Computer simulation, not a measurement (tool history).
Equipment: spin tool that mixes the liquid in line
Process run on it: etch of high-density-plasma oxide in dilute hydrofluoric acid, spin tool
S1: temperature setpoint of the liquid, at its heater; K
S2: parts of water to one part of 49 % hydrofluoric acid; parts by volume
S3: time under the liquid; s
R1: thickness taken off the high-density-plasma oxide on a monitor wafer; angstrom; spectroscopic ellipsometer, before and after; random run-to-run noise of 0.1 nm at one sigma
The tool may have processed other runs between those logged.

{"run": 1, "day": 0.0, "S1": 296.15, "S2": 40, "S3": 50, "R1": 65.342}
{"run": 2, "day": 0.333, "S1": 296.15, "S2": 30, "S3": 50, "R1": 88.542}
{"run": 3, "day": 0.379, "S1": 296.65, "S2": 30, "S3": 50, "R1": 89.817}
{"run": 4, "day": 0.579, "S1": 297.15, "S2": 30, "S3": 50, "R1": 93.989}
{"run": 5, "day": 0.696, "S1": 297.65, "S2": 30, "S3": 50, "R1": 93.987}
{"run": 6, "day": 0.879, "S1": 297.65, "S2": 30, "S3": 50, "R1": 94.139}
{"run": 7, "day": 1.025, "S1": 298.15, "S2": 30, "S3": 50, "R1": 96.782}
{"run": 8, "day": 1.317, "S1": 298.65, "S2": 30, "S3": 50, "R1": 97.467}
{"run": 9, "day": 1.467, "S1": 299.15, "S2": 30, "S3": 50, "R1": 100.07}

Estimate the outcome of run 10 from the log above:
{"run": 10, "day": 1.658, "S1": 299.65, "S2": 30, "S3": 50, "R1": "?"}

Run 10 measured R1 102.570 angstrom.
